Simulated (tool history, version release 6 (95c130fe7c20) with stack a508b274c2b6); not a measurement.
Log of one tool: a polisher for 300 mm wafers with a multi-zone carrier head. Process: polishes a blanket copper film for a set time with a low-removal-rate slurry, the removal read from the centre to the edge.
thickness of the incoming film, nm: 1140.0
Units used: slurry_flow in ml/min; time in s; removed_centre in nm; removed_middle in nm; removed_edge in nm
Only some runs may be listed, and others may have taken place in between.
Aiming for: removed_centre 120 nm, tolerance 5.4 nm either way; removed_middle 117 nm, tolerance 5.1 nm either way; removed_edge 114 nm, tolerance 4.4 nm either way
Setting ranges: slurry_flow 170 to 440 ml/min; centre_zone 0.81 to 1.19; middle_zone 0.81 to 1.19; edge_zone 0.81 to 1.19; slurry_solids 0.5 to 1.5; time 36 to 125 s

run,hour,slurry_flow,centre_zone,middle_zone,edge_zone,slurry_solids,time,removed_centre,removed_middle,removed_edge
1,0,280,1,1,1,1,80,171.14,175.03,174.18
2,1.6,255,1,1,1,1,80,170.26,174.36,175.07
3,6.8,255,1,1,0.91,1,80,169.55,168.25,165.68
4,15,260,1,1,0.9,0.9,73,151.45,156.36,147.07
5,20.5,285,1,1,0.9,0.9,73,153.03,156.21,148.67
6,26.1,285,1,1,0.9,0.9,85,178.89,182.88,178.36
7,29,285,1,1,0.9,0.9,85,178.66,183.15,172.55
8,36,280,1,0.97,0.88,0.8,77,155.67,154.38,152.41
9,43.2,280,1.01,0.97,0.87,0.75,72,140.58,143.7,141.17
10,50.7,280,1.04,0.97,0.85,0.7,68,137.38,131.69,125.23
11,53,270,1.03,0.96,0.84,0.65,67,132.49,128.13,121.89
12,59.3,270,1.03,0.96,0.84,0.65,67,132.46,128.45,120.33

4 candidate next runs follow, results not yet known. Just one meets every target within its allowed miss. Identify it.
A,65.6,285,1.07,0.81,0.91,0.75,63,?,?,?
B,65.6,305,1.01,0.93,0.84,0.55,64,?,?,?
C,65.6,300,1.14,0.84,0.85,0.65,70,?,?,?
D,65.6,270,1.14,1,0.81,0.55,75,?,?,?

move,removed_centre,removed_middle,removed_edge
A,137.45,112.42,123.45
B,123.21,116.79,112.47
C,158.22,124.15,128.81
D,160.74,141.75,128.2
A: the biggest miss grows against the last run
B: meets every target
C: the biggest miss grows against the last run
D: the biggest miss grows against the last run
B meets every target.
